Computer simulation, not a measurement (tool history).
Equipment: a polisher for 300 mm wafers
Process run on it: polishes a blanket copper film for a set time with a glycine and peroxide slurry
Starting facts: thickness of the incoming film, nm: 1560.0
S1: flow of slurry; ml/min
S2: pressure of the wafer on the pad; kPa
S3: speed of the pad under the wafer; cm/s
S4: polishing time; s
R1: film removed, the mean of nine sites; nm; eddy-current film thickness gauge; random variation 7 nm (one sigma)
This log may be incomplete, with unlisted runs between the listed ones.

{"run": 1, "hour": 0.0, "S1": 175, "S2": 19.3, "S3": 84, "S4": 85, "R1": 406.3}
{"run": 2, "hour": 3.1, "S1": 175, "S2": 15.2, "S3": 84, "S4": 85, "R1": 332.21}
{"run": 3, "hour": 5.1, "S1": 175, "S2": 17.2, "S3": 84, "S4": 85, "R1": 373.0}
{"run": 4, "hour": 9.0, "S1": 145, "S2": 17.2, "S3": 84, "S4": 85, "R1": 354.21}
{"run": 5, "hour": 16.0, "S1": 145, "S2": 17.2, "S3": 72, "S4": 85, "R1": 323.38}
{"run": 6, "hour": 17.5, "S1": 175, "S2": 17.2, "S3": 72, "S4": 85, "R1": 332.67}
{"run": 7, "hour": 21.7, "S1": 180, "S2": 19.3, "S3": 72, "S4": 85, "R1": 347.59}
{"run": 8, "hour": 24.2, "S1": 180, "S2": 21.4, "S3": 76, "S4": 85, "R1": 400.37}
{"run": 9, "hour": 32.4, "S1": 180, "S2": 23.4, "S3": 76, "S4": 85, "R1": 438.23}
{"run": 10, "hour": 40.5, "S1": 180, "S2": 24.8, "S3": 76, "S4": 85, "R1": 458.14}
{"run": 11, "hour": 45.4, "S1": 180, "S2": 26.2, "S3": 76, "S4": 85, "R1": 470.72}
{"run": 12, "hour": 47.3, "S1": 185, "S2": 26.9, "S3": 78, "S4": 85, "R1": 494.84}
{"run": 13, "hour": 50.6, "S1": 185, "S2": 27.6, "S3": 80, "S4": 85, "R1": 524.6}

Run 14, settings as shown, results not yet in. Your forecast:
{"run": 14, "hour": 51.8, "S1": 185, "S2": 28.3, "S3": 80, "S4": 85, "R1": "?"}

Run 14 measured R1 531.94 nm.

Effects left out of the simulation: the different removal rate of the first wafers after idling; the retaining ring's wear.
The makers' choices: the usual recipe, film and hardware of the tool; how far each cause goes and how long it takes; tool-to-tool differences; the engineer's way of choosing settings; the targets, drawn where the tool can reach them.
